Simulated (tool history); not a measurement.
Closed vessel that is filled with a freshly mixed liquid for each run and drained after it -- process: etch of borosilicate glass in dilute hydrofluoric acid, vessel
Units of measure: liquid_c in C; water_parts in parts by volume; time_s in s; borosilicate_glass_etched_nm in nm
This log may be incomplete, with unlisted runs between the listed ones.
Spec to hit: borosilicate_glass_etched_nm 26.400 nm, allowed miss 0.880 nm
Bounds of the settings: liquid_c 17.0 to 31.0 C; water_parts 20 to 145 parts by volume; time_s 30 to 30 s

run  hour  liquid_c  water_parts  time_s  borosilicate_glass_etched_nm
  1   0.0      23.0           80      30                        12.114
  2   4.3      23.0           80      30                        12.088
  3  11.8      23.0           80      30                        12.159
  4  14.2      23.0           80      30                        12.007
  5  21.6      23.0           80      30                        11.908
  6  24.5      24.5           70      30                        14.860
  7  28.8      26.0           65      30                        17.165
  8  37.3      30.0           45      30                        29.978
  9  39.3      29.5           45      30                        29.362

4 candidate next runs follow, results not yet known. Just one meets every target within its allowed miss. Identify it.
  A  41.3      30.0           50      30                             ?
  B  41.3      27.0           35      30                             ?
  C  41.3      30.0           40      30                             ?
  D  41.3      30.0           45      30                             ?

move  borosilicate_glass_etched_nm
   A                        26.804
   B                        34.734
   C                        34.028
   D                        30.013
A: every result within its allowed miss
B: further off than the last run
C: further off than the last run
D: further off than the last run
A is the move that brings every result within its allowed miss.
